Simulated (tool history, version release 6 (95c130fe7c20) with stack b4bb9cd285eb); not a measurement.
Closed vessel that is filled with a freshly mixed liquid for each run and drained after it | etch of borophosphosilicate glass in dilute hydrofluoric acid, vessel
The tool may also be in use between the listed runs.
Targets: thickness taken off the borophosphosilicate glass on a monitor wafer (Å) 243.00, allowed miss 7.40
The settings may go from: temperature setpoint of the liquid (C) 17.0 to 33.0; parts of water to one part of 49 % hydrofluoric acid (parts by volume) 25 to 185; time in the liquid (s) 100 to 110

run,hour,temperature setpoint of the liquid (C),parts of water to one part of 49 % hydrofluoric acid (parts by volume),time in the liquid (s),thickness taken off the borophosphosilicate glass on a monitor wafer (Å)
1,0.0,25.0,105,100,328.61
2,2.8,25.0,130,100,256.90
3,3.3,26.5,130,100,270.86
4,5.5,26.5,155,100,217.26
5,11.8,23.5,155,100,198.60
6,13.2,24.5,155,100,204.59
7,20.3,25.5,155,100,212.70
8,25.5,26.0,155,100,220.95

Which of these 5 next moves meets every target?
A,30.7,21.0,125,105,?
B,30.7,26.0,175,105,?
C,30.7,26.5,175,100,?
D,30.7,26.5,165,100,?
E,30.7,22.5,145,105,?

move,thickness taken off the borophosphosilicate glass on a monitor wafer (Å)
A,242.99
B,198.77
C,192.81
D,206.92
E,217.39
A: meets every target
B: further off than the last run
C: further off than the last run
D: further off than the last run
E: further off than the last run
Move A is the one to make.
